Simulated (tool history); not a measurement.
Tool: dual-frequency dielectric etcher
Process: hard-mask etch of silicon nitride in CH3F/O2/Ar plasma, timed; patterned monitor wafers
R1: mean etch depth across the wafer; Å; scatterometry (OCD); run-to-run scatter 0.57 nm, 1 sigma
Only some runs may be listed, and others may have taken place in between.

run 1 hour=0 | source_power_(kW)=0.28 bias_power_(kW)=0.075 etch_time_(s)=258 | R1=1744.8
run 2 hour=8.5 | source_power_(kW)=0.25 bias_power_(kW)=0.074 etch_time_(s)=258 | R1=1668.1
run 3 hour=9 | source_power_(kW)=0.25 bias_power_(kW)=0.068 etch_time_(s)=258 | R1=1625.5
run 4 hour=17.5 | source_power_(kW)=0.25 bias_power_(kW)=0.068 etch_time_(s)=258 | R1=1635.2
run 5 hour=18.4 | source_power_(kW)=0.25 bias_power_(kW)=0.068 etch_time_(s)=268.5 | R1=1702.5
run 6 hour=24.2 | source_power_(kW)=0.25 bias_power_(kW)=0.063 etch_time_(s)=268.5 | R1=1648.2

Estimate the outcome of run 7 from the log above:
run 7 hour=28.5 | source_power_(kW)=0.23 bias_power_(kW)=0.063 etch_time_(s)=268.5 | R1=?

Run 7 came out at R1 1617.3 Å.
